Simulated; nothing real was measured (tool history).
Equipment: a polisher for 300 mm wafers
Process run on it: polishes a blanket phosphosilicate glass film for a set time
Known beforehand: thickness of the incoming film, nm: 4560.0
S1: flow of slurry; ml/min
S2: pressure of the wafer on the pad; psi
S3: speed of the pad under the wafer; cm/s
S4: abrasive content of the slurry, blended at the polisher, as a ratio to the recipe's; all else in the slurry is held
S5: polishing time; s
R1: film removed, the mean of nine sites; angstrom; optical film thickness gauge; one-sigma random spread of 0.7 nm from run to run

run	hour	S1	S2	S3	S4	S5	R1
1	0	275	2.5	76	1	25	1348.7
2	6.2	275	2.5	76	1.2	25	1491.1
3	7.1	270	2.2	76	1.2	25	1337.5
4	9.3	270	2.2	76	1.2	23	1230.2
5	12.6	270	2.2	76	1.05	23	1137.9
6	15.1	270	2.2	84	1.05	23	1195.9

Estimate the outcome of run 7 from the log above:
7	17.3	265	2	84	1.05	23	?

R1: 1090.7 angstrom
